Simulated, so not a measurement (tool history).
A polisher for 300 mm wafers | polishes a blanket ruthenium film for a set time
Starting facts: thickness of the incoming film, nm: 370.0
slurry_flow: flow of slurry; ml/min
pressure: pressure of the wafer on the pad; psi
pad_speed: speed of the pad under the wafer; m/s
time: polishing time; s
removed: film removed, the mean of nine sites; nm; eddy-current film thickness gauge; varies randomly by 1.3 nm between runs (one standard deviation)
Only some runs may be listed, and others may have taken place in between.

run	hour	slurry_flow	pressure	pad_speed	time	removed
1	0	175	2.1	1.24	68	113.09
2	8.2	180	2.2	1.24	68	118.03
3	13.1	180	2.2	1	68	96.288
4	15.3	180	2.4	1	68	103.41
5	20.9	185	2.5	1.02	68	110.7
6	26.5	185	2.5	1.02	71	116.55

For run 7, what comes out?
7	29.1	185	2.6	1.02	71	?

For run 7 the tool returned removed 119.05 nm.
